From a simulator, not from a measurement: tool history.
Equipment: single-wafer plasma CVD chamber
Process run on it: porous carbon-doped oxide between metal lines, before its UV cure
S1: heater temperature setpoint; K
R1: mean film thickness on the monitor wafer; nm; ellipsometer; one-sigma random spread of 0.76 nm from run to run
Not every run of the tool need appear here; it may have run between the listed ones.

run 1 hour=0.0 | S1=573.15 RF_power_(kW)=0.645 deposition_time_(s)=54.6 | R1=339.19
run 2 hour=5.1 | S1=576.15 RF_power_(kW)=0.640 deposition_time_(s)=54.6 | R1=332.76
run 3 hour=9.4 | S1=586.15 RF_power_(kW)=0.640 deposition_time_(s)=54.6 | R1=314.86
run 4 hour=10.6 | S1=586.15 RF_power_(kW)=0.640 deposition_time_(s)=56.4 | R1=324.87
run 5 hour=17.6 | S1=586.15 RF_power_(kW)=0.605 deposition_time_(s)=56.4 | R1=317.83
run 6 hour=21.0 | S1=587.15 RF_power_(kW)=0.600 deposition_time_(s)=56.4 | R1=316.03
run 7 hour=29.5 | S1=588.15 RF_power_(kW)=0.595 deposition_time_(s)=56.4 | R1=311.45

What will run 8 give?
run 8 hour=31.2 | S1=588.15 RF_power_(kW)=0.595 deposition_time_(s)=56.4 | R1=?

{"run 8": {"R1": 313.03}}
